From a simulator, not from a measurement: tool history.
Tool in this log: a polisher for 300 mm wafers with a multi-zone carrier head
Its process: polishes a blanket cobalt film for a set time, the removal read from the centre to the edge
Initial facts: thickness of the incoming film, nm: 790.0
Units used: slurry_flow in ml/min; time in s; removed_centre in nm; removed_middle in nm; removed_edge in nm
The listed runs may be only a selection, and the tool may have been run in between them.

run  hour  slurry_flow  centre_zone  middle_zone  edge_zone  time  removed_centre  removed_middle  removed_edge
  1     0          240            1            1          1    35          181.68           185.4        178.43
  2   3.7          240            1            1       0.96    35          187.48          192.32        175.58
  3   7.9          240         0.96            1       0.96    35          174.84          189.37        175.59
  4  14.5          240         0.96            1       1.04    35          177.31          194.14        183.22
  5    23          300         0.96            1       1.04    35          182.79          190.47         185.1
  6  29.6          300         0.98         1.03       1.03    36          189.31          199.07        194.52
  7  32.1          280            1         1.05       0.98    37          197.25          213.35        193.58

Run 8 is up next; what results do you expect?
  8  36.2          280         1.02         1.07       0.98    37               ?               ?             ?

{"run 8": {"removed_centre": 204.76, "removed_middle": 215.26, "removed_edge": 191.79}}
